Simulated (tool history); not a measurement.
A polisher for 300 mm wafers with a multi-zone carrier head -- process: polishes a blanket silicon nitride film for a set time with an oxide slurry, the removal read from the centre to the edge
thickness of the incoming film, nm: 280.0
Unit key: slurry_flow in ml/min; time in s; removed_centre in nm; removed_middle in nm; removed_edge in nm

run  hour  slurry_flow  centre_zone  middle_zone  edge_zone  slurry_solids  time  removed_centre  removed_middle  removed_edge
  1     0          155            1            1          1              1    51          24.514          25.154        25.469
  2     6          155            1            1          1              1    64          31.529          31.442        32.655
  3   9.2          145         0.95         1.01       0.96           0.85    60          26.274          28.133         27.55
  4    12          145         0.95         1.07       0.96           0.85    60          26.616          29.648        27.058
  5  12.6          135         0.91         1.06       0.96           0.75    56          21.998          25.471        24.395
  6  15.2          100         0.91         1.06       0.96           0.75    56          20.554          24.159        23.332

For run 7, what comes out?
  7  15.7          100         0.91         1.06       0.96           0.75    56               ?               ?             ?

Run 7 yielded removed_centre 20.502 nm, removed_middle 23.865 nm, removed_edge 23.687 nm.

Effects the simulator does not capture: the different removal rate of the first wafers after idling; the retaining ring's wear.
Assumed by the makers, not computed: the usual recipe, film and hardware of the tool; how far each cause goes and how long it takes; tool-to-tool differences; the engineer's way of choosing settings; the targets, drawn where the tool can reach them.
